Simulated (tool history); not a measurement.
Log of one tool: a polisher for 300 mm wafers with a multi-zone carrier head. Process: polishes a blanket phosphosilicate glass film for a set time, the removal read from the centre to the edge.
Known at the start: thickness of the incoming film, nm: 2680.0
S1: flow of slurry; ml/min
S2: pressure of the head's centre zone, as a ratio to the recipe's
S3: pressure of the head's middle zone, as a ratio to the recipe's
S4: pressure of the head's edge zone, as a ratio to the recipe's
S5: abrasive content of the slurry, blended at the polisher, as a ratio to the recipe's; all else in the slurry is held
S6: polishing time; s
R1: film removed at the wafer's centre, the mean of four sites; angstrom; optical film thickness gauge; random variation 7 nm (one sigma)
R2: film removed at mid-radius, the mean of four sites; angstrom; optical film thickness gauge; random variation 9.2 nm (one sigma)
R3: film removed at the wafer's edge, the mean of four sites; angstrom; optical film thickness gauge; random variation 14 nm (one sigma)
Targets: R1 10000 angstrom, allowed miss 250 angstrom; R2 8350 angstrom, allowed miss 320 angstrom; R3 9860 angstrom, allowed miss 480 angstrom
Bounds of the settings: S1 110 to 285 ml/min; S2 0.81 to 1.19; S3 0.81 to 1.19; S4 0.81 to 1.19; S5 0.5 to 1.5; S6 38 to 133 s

run 1 hour=0 | S1=180 S2=1 S3=1 S4=1 S5=1 S6=85 | R1=7438.1 R2=7505.2 R3=7451.7
run 2 hour=4.3 | S1=180 S2=1 S3=1 S4=1 S5=1 S6=98 | R1=8521.5 R2=8471.9 R3=8532
run 3 hour=9.9 | S1=190 S2=1.01 S3=0.98 S4=1.03 S5=1 S6=98 | R1=8801.6 R2=8331.3 R3=8735.2
run 4 hour=15.7 | S1=200 S2=1.01 S3=0.97 S4=1.05 S5=1 S6=98 | R1=8821.3 R2=8376.9 R3=8764.6
run 5 hour=19.6 | S1=200 S2=1.01 S3=0.97 S4=1.05 S5=1 S6=85 | R1=7736.1 R2=7306.5 R3=7799.2
run 6 hour=22.5 | S1=200 S2=1.01 S3=0.97 S4=1.05 S5=0.8 S6=85 | R1=6992 R2=6649.2 R3=7117.4
run 7 hour=27.2 | S1=200 S2=1.02 S3=0.96 S4=1.08 S5=0.9 S6=86 | R1=7407.7 R2=7024.7 R3=7676.7
run 8 hour=33.5 | S1=200 S2=1.04 S3=0.95 S4=1.1 S5=0.95 S6=86 | R1=7870.7 R2=7132 R3=7799.1
run 9 hour=37.8 | S1=205 S2=1.01 S3=0.86 S4=1.19 S5=1.2 S6=92 | R1=8862.3 R2=7744.9 R3=9436.9
run 10 hour=45 | S1=215 S2=1.02 S3=0.86 S4=1.19 S5=1.2 S6=92 | R1=9038.9 R2=7786.7 R3=9712.2
run 11 hour=47.1 | S1=220 S2=1.03 S3=0.87 S4=1.18 S5=1.2 S6=92 | R1=9156.4 R2=7842.2 R3=9521
run 12 hour=48.8 | S1=225 S2=1.04 S3=0.88 S4=1.18 S5=1.2 S6=92 | R1=9284.3 R2=7962.9 R3=9562.4

5 next moves are on the table. One of them brings every result within its allowed miss. Which?
run A hour=50.5 | S1=235 S2=1.17 S3=0.94 S4=1.06 S5=1.3 S6=86 | R1=? R2=? R3=?
run B hour=50.5 | S1=230 S2=1.13 S3=0.84 S4=1.18 S5=1.1 S6=95 | R1=? R2=? R3=?
run C hour=50.5 | S1=260 S2=1.07 S3=0.93 S4=1.17 S5=1.25 S6=87 | R1=? R2=? R3=?
run D hour=50.5 | S1=170 S2=1.08 S3=0.9 S4=1.15 S5=1.3 S6=97 | R1=? R2=? R3=?
run E hour=50.5 | S1=190 S2=0.89 S3=0.87 S4=1.18 S5=0.85 S6=113 | R1=? R2=? R3=?

move=A R1=10081 R2=8062.7 R3=8666
move=B R1=10111 R2=7638.3 R3=9517.3
move=C R1=9325.1 R2=8080.4 R3=9167.2
move=D R1=9907.7 R2=8337.1 R3=9798.3
move=E R1=8339.9 R2=8283.5 R3=10084
A: brings the result that was furthest off to its target, and leaves another outside
B: brings the result that was furthest off to its target, and leaves another outside
C: nearer than the last run, and not there yet
D: meets every target
E: further off than the last run
Answer: D

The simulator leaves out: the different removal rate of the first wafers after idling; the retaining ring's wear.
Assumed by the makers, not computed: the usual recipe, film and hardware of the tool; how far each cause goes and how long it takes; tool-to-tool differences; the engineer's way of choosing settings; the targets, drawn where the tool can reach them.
